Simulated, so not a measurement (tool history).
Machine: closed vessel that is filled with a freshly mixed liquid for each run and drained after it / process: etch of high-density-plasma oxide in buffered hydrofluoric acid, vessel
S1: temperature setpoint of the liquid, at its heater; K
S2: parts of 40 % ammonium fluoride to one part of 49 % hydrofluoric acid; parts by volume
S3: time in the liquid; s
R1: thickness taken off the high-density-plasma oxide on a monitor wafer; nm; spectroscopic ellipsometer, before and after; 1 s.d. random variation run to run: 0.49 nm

| run | hour | S1 | S2 | S3 | R1 |
|---|---|---|---|---|---|
| 1 | 0 | 295.15 | 22 | 95 | 52.018 |
| 2 | 3.7 | 296.15 | 22 | 95 | 54.928 |
| 3 | 10.2 | 296.15 | 18 | 95 | 65.146 |
| 4 | 16.2 | 296.15 | 12 | 95 | 98.186 |
| 5 | 23.8 | 295.15 | 12 | 95 | 92.413 |
| 6 | 26.9 | 295.15 | 12 | 95 | 92.212 |

Run 7, settings as shown, results not yet in. Your forecast:
| 7 | 33 | 294.65 | 12 | 95 | ? |

{"run 7": {"R1": 88.837}}

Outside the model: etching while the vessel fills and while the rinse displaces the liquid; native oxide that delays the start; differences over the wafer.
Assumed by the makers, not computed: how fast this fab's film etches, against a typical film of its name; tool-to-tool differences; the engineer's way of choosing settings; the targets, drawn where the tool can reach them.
